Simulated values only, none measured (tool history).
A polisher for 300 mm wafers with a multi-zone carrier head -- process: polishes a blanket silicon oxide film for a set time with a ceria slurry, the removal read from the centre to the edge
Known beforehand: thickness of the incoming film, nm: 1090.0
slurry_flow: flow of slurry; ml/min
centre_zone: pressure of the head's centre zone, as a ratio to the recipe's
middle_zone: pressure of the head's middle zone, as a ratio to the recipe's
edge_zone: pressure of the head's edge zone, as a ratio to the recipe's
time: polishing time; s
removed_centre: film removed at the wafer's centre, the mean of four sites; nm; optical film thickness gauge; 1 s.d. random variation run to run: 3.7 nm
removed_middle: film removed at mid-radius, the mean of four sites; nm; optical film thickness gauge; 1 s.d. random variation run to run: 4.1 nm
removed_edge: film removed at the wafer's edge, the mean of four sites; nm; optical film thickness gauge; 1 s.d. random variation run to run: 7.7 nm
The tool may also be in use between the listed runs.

run 1 hour=0 | slurry_flow=155 centre_zone=1 middle_zone=1 edge_zone=1 time=57 | removed_centre=399.69 removed_middle=406.96 removed_edge=399.33
run 2 hour=6.2 | slurry_flow=160 centre_zone=1 middle_zone=1.01 edge_zone=1.02 time=58 | removed_centre=409.52 removed_middle=423.03 removed_edge=432.17
run 3 hour=6.8 | slurry_flow=160 centre_zone=1 middle_zone=1.01 edge_zone=1.07 time=58 | removed_centre=412.28 removed_middle=423.65 removed_edge=425.17
run 4 hour=11.5 | slurry_flow=190 centre_zone=1 middle_zone=1.01 edge_zone=1.07 time=58 | removed_centre=427.57 removed_middle=435.8 removed_edge=430.88
run 5 hour=13 | slurry_flow=190 centre_zone=1 middle_zone=0.93 edge_zone=1.07 time=58 | removed_centre=422.79 removed_middle=401.2 removed_edge=430.97
run 6 hour=18.9 | slurry_flow=175 centre_zone=1 middle_zone=0.93 edge_zone=1.07 time=58 | removed_centre=419.53 removed_middle=395.36 removed_edge=436.73
run 7 hour=21.9 | slurry_flow=145 centre_zone=1.04 middle_zone=1.03 edge_zone=1.16 time=68 | removed_centre=491.98 removed_middle=491.78 removed_edge=514.65
run 8 hour=29.5 | slurry_flow=150 centre_zone=1.03 middle_zone=1.04 edge_zone=1.16 time=68 | removed_centre=495.62 removed_middle=501.12 removed_edge=505.53

Predict the results of run 9:
run 9 hour=31.8 | slurry_flow=150 centre_zone=1.02 middle_zone=1.04 edge_zone=1.16 time=68 | removed_centre=? removed_middle=? removed_edge=?

removed_centre: 491.48 nm
removed_middle: 502.1 nm
removed_edge: 513.16 nm
